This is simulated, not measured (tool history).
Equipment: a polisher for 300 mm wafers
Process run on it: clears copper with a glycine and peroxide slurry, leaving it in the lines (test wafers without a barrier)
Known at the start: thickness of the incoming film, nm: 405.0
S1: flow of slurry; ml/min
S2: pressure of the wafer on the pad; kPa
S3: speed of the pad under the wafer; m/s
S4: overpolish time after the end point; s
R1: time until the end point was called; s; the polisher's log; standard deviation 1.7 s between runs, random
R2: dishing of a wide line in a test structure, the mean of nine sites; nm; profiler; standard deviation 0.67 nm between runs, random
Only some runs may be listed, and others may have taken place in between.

Run 1, hour 0.0: S1 140 ml/min, S2 13.1 kPa, S3 1.20 m/s, S4 21 s. Result: R1 100.330 s, R2 46.766 nm.
Run 2, hour 7.8: S1 140 ml/min, S2 12.4 kPa, S3 1.20 m/s, S4 22 s. Result: R1 102.690 s, R2 47.298 nm.
Run 3, hour 13.0: S1 140 ml/min, S2 11.7 kPa, S3 1.20 m/s, S4 23 s. Result: R1 107.300 s, R2 47.167 nm.
Run 4, hour 21.0: S1 140 ml/min, S2 11.7 kPa, S3 1.36 m/s, S4 23 s. Result: R1 98.370 s, R2 50.717 nm.
Run 5, hour 29.3: S1 140 ml/min, S2 11.0 kPa, S3 1.36 m/s, S4 24 s. Result: R1 100.520 s, R2 49.562 nm.
Run 6, hour 36.7: S1 140 ml/min, S2 11.0 kPa, S3 1.62 m/s, S4 24 s. Result: R1 89.459 s, R2 52.654 nm.

Run 7 comes next. What will it give?
Run 7, hour 37.7: S1 135 ml/min, S2 10.3 kPa, S3 1.58 m/s, S4 25 s. Result: R1 ?, R2 ?.

Run 7 gave R1 93.859 s, R2 51.705 nm.

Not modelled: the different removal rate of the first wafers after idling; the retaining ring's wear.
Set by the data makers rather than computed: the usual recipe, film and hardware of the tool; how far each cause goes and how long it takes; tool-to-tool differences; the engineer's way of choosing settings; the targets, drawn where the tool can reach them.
